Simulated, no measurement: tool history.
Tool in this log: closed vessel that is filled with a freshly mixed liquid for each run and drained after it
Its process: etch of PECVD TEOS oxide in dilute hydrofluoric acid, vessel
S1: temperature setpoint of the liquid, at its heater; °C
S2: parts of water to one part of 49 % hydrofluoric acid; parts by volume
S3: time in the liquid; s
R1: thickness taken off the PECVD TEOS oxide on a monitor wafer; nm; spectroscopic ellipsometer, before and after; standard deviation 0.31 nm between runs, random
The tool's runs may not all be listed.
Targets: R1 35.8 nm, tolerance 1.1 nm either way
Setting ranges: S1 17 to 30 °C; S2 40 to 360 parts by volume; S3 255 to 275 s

| run | hour | S1 | S2 | S3 | R1 |
|---|---|---|---|---|---|
| 1 | 0 | 22 | 200 | 255 | 27.402 |
| 2 | 8.1 | 25 | 200 | 255 | 30.364 |
| 3 | 11.7 | 25.5 | 200 | 255 | 31.183 |
| 4 | 15.5 | 25.5 | 245 | 255 | 24.088 |
| 5 | 16.9 | 25.5 | 185 | 255 | 34.04 |
| 6 | 18.8 | 25.5 | 235 | 255 | 24.96 |
| 7 | 22 | 25.5 | 235 | 255 | 25.454 |
| 8 | 23.5 | 26 | 230 | 255 | 26.581 |
| 9 | 30.2 | 26.5 | 225 | 255 | 27.084 |
| 10 | 34.2 | 27 | 220 | 255 | 29.53 |
| 11 | 35.9 | 27.5 | 220 | 255 | 29.631 |
| 12 | 44.7 | 28 | 220 | 255 | 29.951 |
| 13 | 50 | 28 | 215 | 255 | 30.367 |
| 14 | 53.3 | 28 | 210 | 255 | 31.873 |

Which one of the following 4 next-run settings gets every result inside its allowed miss? There is exactly one.
| A | 56.6 | 27.5 | 220 | 255 | ? |
| B | 56.6 | 23 | 185 | 275 | ? |
| C | 56.6 | 26.5 | 185 | 275 | ? |
| D | 56.6 | 28 | 190 | 255 | ? |

| move | R1 |
|---|---|
| A | 29.577 |
| B | 33.47 |
| C | 38.101 |
| D | 36.095 |
A: further off than the last run
B: closer than the last run, but not yet in spec
C: carries the result that was furthest off beyond its target, to the other side
D: every result lands within tolerance
D meets every target.
